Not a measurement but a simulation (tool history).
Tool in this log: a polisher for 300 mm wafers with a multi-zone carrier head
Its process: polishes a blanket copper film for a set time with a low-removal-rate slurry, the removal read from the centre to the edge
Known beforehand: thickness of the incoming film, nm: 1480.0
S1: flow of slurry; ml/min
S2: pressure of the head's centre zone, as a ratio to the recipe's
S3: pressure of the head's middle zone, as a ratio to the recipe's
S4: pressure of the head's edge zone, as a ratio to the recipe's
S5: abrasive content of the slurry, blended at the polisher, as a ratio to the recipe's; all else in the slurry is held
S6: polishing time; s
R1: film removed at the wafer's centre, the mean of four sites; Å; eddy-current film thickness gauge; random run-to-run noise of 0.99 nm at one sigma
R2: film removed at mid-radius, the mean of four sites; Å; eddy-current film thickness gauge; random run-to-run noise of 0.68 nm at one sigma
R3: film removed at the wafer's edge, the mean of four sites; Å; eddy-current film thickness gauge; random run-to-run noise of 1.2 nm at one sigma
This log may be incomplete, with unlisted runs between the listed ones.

run  hour   S1    S2    S3    S4    S5  S6      R1      R2      R3
  1     0  250     1     1     1     1  37  1371.9  1354.8  1337.2
  2     6  310     1     1     1     1  37  1389.7  1382.8  1368.4
  3   9.8  305     1  0.99  0.98  0.95  36  1314.4  1311.9  1292.1
  4    15  300  1.01  0.98  0.96   0.9  35  1313.9  1285.7  1269.8
  5  16.5  345  1.01  0.98  0.96   0.9  35    1317  1286.4  1254.3
  6  20.1  345  1.01  0.98  0.91   0.9  35  1302.1  1276.7  1230.2

Run 7 has not been measured yet. What should we expect?
  7  22.7  325  1.06  0.96  0.81  0.65  25   ?   ?   ?

Run 7 produced R1 925.99 Å, R2 845.37 Å, R3 793.76 Å.
